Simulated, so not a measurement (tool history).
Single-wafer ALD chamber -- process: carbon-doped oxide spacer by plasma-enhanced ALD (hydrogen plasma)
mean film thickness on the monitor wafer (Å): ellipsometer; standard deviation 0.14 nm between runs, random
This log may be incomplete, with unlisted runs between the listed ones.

| run | day | heater temperature setpoint (K) | number of ALD cycles (cycles) | mean film thickness on the monitor wafer (Å) |
|---|---|---|---|---|
| 1 | 0.000 | 653.15 | 523 | 296.28 |
| 2 | 0.229 | 653.15 | 507 | 290.19 |
| 3 | 0.633 | 653.15 | 493 | 279.83 |
| 4 | 0.958 | 645.15 | 493 | 281.00 |
| 5 | 1.358 | 645.15 | 435 | 250.89 |
| 6 | 1.721 | 645.15 | 447 | 255.45 |
|  | 2.112 | thermocouple changed; heater temperature recalibrated |
| 7 | 2.112 | 645.15 | 455 | 260.61 |

Forecast run 8:
| 8 | 2.312 | 645.15 | 460 | ? |

{"run 8": {"mean film thickness on the monitor wafer (Å)": 261.27}}
